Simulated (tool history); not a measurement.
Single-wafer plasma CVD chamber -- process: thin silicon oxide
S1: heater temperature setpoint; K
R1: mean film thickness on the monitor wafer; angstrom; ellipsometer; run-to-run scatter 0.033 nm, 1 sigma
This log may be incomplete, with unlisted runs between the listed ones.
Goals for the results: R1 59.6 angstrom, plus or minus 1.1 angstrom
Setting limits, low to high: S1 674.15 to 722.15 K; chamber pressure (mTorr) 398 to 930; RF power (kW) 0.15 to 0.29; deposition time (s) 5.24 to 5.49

run 1 hour=0 | S1=698.15 chamber_pressure_(mTorr)=664 RF_power_(kW)=0.22 deposition_time_(s)=5.49 | R1=70.577
run 2 hour=4 | S1=688.15 chamber_pressure_(mTorr)=664 RF_power_(kW)=0.22 deposition_time_(s)=5.49 | R1=72.178
run 3 hour=9.9 | S1=688.15 chamber_pressure_(mTorr)=664 RF_power_(kW)=0.22 deposition_time_(s)=5.49 | R1=71.228
run 4 hour=15.3 | S1=682.15 chamber_pressure_(mTorr)=664 RF_power_(kW)=0.22 deposition_time_(s)=5.49 | R1=71.86
run 5 hour=21.5 | S1=682.15 chamber_pressure_(mTorr)=664 RF_power_(kW)=0.205 deposition_time_(s)=5.49 | R1=69.435
run 6 hour=26.6 | S1=682.15 chamber_pressure_(mTorr)=664 RF_power_(kW)=0.185 deposition_time_(s)=5.49 | R1=65.604
run 7 hour=31.5 | S1=682.15 chamber_pressure_(mTorr)=649 RF_power_(kW)=0.185 deposition_time_(s)=5.49 | R1=64.475
run 8 hour=35.9 | S1=682.15 chamber_pressure_(mTorr)=637 RF_power_(kW)=0.185 deposition_time_(s)=5.49 | R1=62.652
run 9 hour=42.4 | S1=682.15 chamber_pressure_(mTorr)=630 RF_power_(kW)=0.185 deposition_time_(s)=5.49 | R1=62.649
run 10 hour=45.7 | S1=682.15 chamber_pressure_(mTorr)=630 RF_power_(kW)=0.185 deposition_time_(s)=5.49 | R1=62.715

Which single option among these 4 for the next run brings every result within its allowed miss of target? Just one does.
run A hour=49 | S1=682.15 chamber_pressure_(mTorr)=587 RF_power_(kW)=0.195 deposition_time_(s)=5.44 | R1=?
run B hour=49 | S1=690.15 chamber_pressure_(mTorr)=589 RF_power_(kW)=0.22 deposition_time_(s)=5.49 | R1=?
run C hour=49 | S1=681.15 chamber_pressure_(mTorr)=646 RF_power_(kW)=0.19 deposition_time_(s)=5.49 | R1=?
run D hour=49 | S1=676.15 chamber_pressure_(mTorr)=667 RF_power_(kW)=0.19 deposition_time_(s)=5.35 | R1=?

move=A R1=59.906
move=B R1=64.143
move=C R1=65.454
move=D R1=66.047
A: hits every target within its allowed miss
B: the biggest miss grows against the last run
C: the biggest miss grows against the last run
D: the biggest miss grows against the last run
The move that meets every target is A.
